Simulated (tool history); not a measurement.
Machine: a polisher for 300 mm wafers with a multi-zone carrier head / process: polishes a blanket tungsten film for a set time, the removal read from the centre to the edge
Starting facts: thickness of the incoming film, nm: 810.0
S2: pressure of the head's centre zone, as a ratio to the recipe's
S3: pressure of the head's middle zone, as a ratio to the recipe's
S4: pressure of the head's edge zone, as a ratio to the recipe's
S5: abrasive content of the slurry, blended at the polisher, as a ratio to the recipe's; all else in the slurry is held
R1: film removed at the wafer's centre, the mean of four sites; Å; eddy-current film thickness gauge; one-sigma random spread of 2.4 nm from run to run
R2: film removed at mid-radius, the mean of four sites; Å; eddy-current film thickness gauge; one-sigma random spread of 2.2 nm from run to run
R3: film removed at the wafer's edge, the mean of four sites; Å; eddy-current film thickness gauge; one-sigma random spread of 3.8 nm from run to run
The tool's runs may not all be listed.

{"run": 1, "hour": 0.0, "flow of slurry (ml/min)": 180, "S2": 1.0, "S3": 1.0, "S4": 1.0, "S5": 1.0, "polishing time (s)": 75, "R1": 3479.0, "R2": 3504.8, "R3": 3445.4}
{"run": 2, "hour": 1.9, "flow of slurry (ml/min)": 180, "S2": 1.05, "S3": 1.0, "S4": 1.0, "S5": 1.0, "polishing time (s)": 75, "R1": 3584.3, "R2": 3512.7, "R3": 3482.3}
{"run": 3, "hour": 6.3, "flow of slurry (ml/min)": 180, "S2": 1.05, "S3": 0.94, "S4": 1.0, "S5": 1.0, "polishing time (s)": 75, "R1": 3624.6, "R2": 3303.7, "R3": 3441.1}
{"run": 4, "hour": 7.3, "flow of slurry (ml/min)": 180, "S2": 1.05, "S3": 0.94, "S4": 1.0, "S5": 0.85, "polishing time (s)": 75, "R1": 3514.3, "R2": 3176.6, "R3": 3427.1}
{"run": 5, "hour": 15.0, "flow of slurry (ml/min)": 170, "S2": 0.99, "S3": 0.96, "S4": 0.95, "S5": 0.75, "polishing time (s)": 71, "R1": 3096.8, "R2": 2966.9, "R3": 3084.9}
{"run": 6, "hour": 18.4, "flow of slurry (ml/min)": 170, "S2": 0.99, "S3": 0.96, "S4": 0.95, "S5": 0.75, "polishing time (s)": 57, "R1": 2440.0, "R2": 2359.1, "R3": 2416.5}
{"run": 7, "hour": 23.2, "flow of slurry (ml/min)": 175, "S2": 0.97, "S3": 0.98, "S4": 0.97, "S5": 0.75, "polishing time (s)": 57, "R1": 2374.8, "R2": 2440.9, "R3": 2486.1}

Forecast run 8:
{"run": 8, "hour": 26.3, "flow of slurry (ml/min)": 180, "S2": 0.96, "S3": 0.99, "S4": 0.98, "S5": 0.75, "polishing time (s)": 57, "R1": "?", "R2": "?", "R3": "?"}

Run 8 gave R1 2372.5 Å, R2 2457.7 Å, R3 2480.6 Å.
